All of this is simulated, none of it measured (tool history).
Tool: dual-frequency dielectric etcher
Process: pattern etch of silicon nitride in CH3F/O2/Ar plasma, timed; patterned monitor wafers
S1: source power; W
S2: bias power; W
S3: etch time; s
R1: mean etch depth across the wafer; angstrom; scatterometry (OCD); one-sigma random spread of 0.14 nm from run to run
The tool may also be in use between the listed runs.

{"run": 1, "hour": 0.0, "S1": 440, "S2": 63, "S3": 41.5, "R1": 275.01}
{"run": 2, "hour": 7.5, "S1": 440, "S2": 63, "S3": 41.5, "R1": 272.21}
{"run": 3, "hour": 16.3, "S1": 410, "S2": 61, "S3": 41.5, "R1": 263.37}
{"run": 4, "hour": 21.5, "S1": 410, "S2": 61, "S3": 43.5, "R1": 276.2}
{"hour": 24.5, "done": "wet clean of the chamber"}
{"run": 5, "hour": 24.5, "S1": 450, "S2": 61, "S3": 43.5, "R1": 300.8}
{"run": 6, "hour": 26.0, "S1": 410, "S2": 60, "S3": 43.5, "R1": 285.36}

Run 7 has not been measured yet. What should we expect?
{"run": 7, "hour": 32.1, "S1": 370, "S2": 59, "S3": 43.5, "R1": "?"}

R1: 273.04 angstrom
